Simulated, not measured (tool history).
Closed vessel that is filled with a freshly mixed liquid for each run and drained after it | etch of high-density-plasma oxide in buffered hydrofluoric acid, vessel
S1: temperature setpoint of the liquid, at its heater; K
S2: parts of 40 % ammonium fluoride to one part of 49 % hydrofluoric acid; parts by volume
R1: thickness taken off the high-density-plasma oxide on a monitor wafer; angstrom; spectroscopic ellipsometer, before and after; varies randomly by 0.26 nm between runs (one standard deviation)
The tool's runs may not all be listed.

{"run": 1, "hour": 0.0, "S1": 296.15, "S2": 13.5, "time in the liquid (s)": 30, "R1": 286.36}
{"run": 2, "hour": 5.1, "S1": 298.65, "S2": 12, "time in the liquid (s)": 30, "R1": 367.63}
{"run": 3, "hour": 7.4, "S1": 300.15, "S2": 11, "time in the liquid (s)": 30, "R1": 430.27}
{"run": 4, "hour": 9.4, "S1": 300.15, "S2": 11, "time in the liquid (s)": 30, "R1": 432.45}
{"run": 5, "hour": 16.7, "S1": 301.15, "S2": 10, "time in the liquid (s)": 30, "R1": 501.63}
{"run": 6, "hour": 21.6, "S1": 302.15, "S2": 9.5, "time in the liquid (s)": 30, "R1": 541.11}
{"run": 7, "hour": 22.8, "S1": 304.15, "S2": 8, "time in the liquid (s)": 30, "R1": 712.3}

Expected results for the next run?
{"run": 8, "hour": 27.4, "S1": 303.65, "S2": 8, "time in the liquid (s)": 30, "R1": "?"}

R1: 694.51 angstrom
